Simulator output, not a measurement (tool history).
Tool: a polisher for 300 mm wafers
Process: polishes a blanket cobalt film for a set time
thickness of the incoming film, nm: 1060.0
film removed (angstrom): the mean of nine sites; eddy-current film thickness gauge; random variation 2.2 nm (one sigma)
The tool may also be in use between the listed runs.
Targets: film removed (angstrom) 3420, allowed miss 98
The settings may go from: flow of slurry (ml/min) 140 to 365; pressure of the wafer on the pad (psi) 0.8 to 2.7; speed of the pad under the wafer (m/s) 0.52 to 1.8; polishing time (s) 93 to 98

| run | day | flow of slurry (ml/min) | pressure of the wafer on the pad (psi) | speed of the pad under the wafer (m/s) | polishing time (s) | film removed (angstrom) |
|---|---|---|---|---|---|---|
| 1 | 0 | 235 | 1.7 | 1.16 | 93 | 4959.3 |
| 2 | 0.117 | 230 | 1.5 | 1.16 | 93 | 4419.6 |
| 3 | 0.479 | 230 | 1.4 | 1.16 | 93 | 4205.5 |
| 4 | 0.712 | 200 | 1.4 | 1.16 | 93 | 4143.9 |
| 5 | 0.942 | 160 | 1.4 | 1.16 | 93 | 3963.7 |
| 6 | 1.133 | 160 | 1.6 | 1.16 | 93 | 4410.4 |
| 7 | 1.296 | 155 | 1.5 | 1.16 | 93 | 4139.1 |
| 8 | 1.392 | 150 | 1.4 | 1.16 | 93 | 3917.2 |
| 9 | 1.454 | 150 | 1.3 | 1.16 | 93 | 3763.2 |

5 next moves are on the table. One of them brings every result within its allowed miss. Which?
| A | 1.517 | 170 | 1.4 | 0.9 | 93 | ? |
| B | 1.517 | 200 | 0.9 | 1.36 | 98 | ? |
| C | 1.517 | 145 | 1.4 | 1.22 | 98 | ? |
| D | 1.517 | 150 | 1.3 | 1 | 98 | ? |
| E | 1.517 | 165 | 1.5 | 0.84 | 95 | ? |

| move | film removed (angstrom) |
|---|---|
| A | 3202 |
| B | 3688.7 |
| C | 4358.8 |
| D | 3431.3 |
| E | 3220.5 |
A: takes the result that was furthest off past its target
B: nearer than the last run, and not there yet
C: further off than the last run
D: meets every target
E: takes the result that was furthest off past its target
The right move is D.
